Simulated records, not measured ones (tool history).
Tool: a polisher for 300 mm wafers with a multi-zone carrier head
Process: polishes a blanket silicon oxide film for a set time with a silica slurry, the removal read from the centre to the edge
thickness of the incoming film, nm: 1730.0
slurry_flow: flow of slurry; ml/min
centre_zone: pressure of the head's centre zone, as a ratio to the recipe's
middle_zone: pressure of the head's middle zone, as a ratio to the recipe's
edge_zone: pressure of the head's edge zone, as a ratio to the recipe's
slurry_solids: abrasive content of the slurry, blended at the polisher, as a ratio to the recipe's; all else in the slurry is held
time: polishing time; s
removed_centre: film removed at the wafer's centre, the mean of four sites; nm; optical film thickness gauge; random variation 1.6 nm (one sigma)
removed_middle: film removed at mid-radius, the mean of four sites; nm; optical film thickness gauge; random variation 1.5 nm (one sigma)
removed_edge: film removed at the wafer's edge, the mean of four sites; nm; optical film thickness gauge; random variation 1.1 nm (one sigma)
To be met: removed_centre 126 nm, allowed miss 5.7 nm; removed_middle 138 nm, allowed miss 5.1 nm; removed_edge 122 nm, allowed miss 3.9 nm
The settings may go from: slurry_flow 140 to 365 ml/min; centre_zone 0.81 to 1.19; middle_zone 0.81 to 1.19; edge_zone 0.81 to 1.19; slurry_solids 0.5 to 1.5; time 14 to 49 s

run 1 hour=0 | slurry_flow=235 centre_zone=1 middle_zone=1 edge_zone=1 slurry_solids=1 time=31 | removed_centre=95.834 removed_middle=97.934 removed_edge=98.992
run 2 hour=4.2 | slurry_flow=240 centre_zone=1.01 middle_zone=1.02 edge_zone=1.01 slurry_solids=1.05 time=31 | removed_centre=100.15 removed_middle=103.71 removed_edge=99.824
run 3 hour=6.9 | slurry_flow=285 centre_zone=1.01 middle_zone=1.02 edge_zone=1.01 slurry_solids=1.05 time=31 | removed_centre=100.79 removed_middle=101.83 removed_edge=101.16
run 4 hour=8.5 | slurry_flow=285 centre_zone=1.01 middle_zone=1.02 edge_zone=0.94 slurry_solids=1.05 time=31 | removed_centre=101.21 removed_middle=103.24 removed_edge=98.285
run 5 hour=16.7 | slurry_flow=285 centre_zone=1.01 middle_zone=1.03 edge_zone=0.95 slurry_solids=1.1 time=31 | removed_centre=101.51 removed_middle=105.69 removed_edge=99.793
run 6 hour=25.7 | slurry_flow=285 centre_zone=1.01 middle_zone=1.03 edge_zone=0.95 slurry_solids=1.1 time=36 | removed_centre=122.48 removed_middle=122.85 removed_edge=115.66
run 7 hour=33.9 | slurry_flow=285 centre_zone=1.01 middle_zone=1.04 edge_zone=0.96 slurry_solids=1.1 time=36 | removed_centre=119.29 removed_middle=125.05 removed_edge=117.5
run 8 hour=36.3 | slurry_flow=285 centre_zone=1.01 middle_zone=1.05 edge_zone=0.96 slurry_solids=1.1 time=36 | removed_centre=120.39 removed_middle=123.33 removed_edge=115.84
run 9 hour=38 | slurry_flow=285 centre_zone=1.01 middle_zone=1.06 edge_zone=0.96 slurry_solids=1.1 time=36 | removed_centre=119.34 removed_middle=125.81 removed_edge=115.8
run 10 hour=40 | slurry_flow=285 centre_zone=1.02 middle_zone=1.09 edge_zone=0.98 slurry_solids=1.15 time=36 | removed_centre=123.8 removed_middle=131.12 removed_edge=119.71

4 next moves are on the table. One of them brings every result within its allowed miss. Which?
run A hour=42 | slurry_flow=290 centre_zone=1.07 middle_zone=1.05 edge_zone=0.99 slurry_solids=1.05 time=37 | removed_centre=? removed_middle=? removed_edge=?
run B hour=42 | slurry_flow=305 centre_zone=1.1 middle_zone=0.93 edge_zone=1.02 slurry_solids=1.05 time=40 | removed_centre=? removed_middle=? removed_edge=?
run C hour=42 | slurry_flow=240 centre_zone=0.92 middle_zone=1.14 edge_zone=0.98 slurry_solids=1.1 time=38 | removed_centre=? removed_middle=? removed_edge=?
run D hour=42 | slurry_flow=340 centre_zone=1.07 middle_zone=1.14 edge_zone=1.03 slurry_solids=1.1 time=36 | removed_centre=? removed_middle=? removed_edge=?

move=A removed_centre=125.26 removed_middle=126.84 removed_edge=120.92
move=B removed_centre=138.85 removed_middle=124.55 removed_edge=133.31
move=C removed_centre=114.85 removed_middle=139.5 removed_edge=123.82
move=D removed_centre=126.12 removed_middle=136.62 removed_edge=123.3
A: further off than the last run
B: further off than the last run
C: brings the result that was furthest off to its target, and leaves another outside
D: meets every target
Answer: D
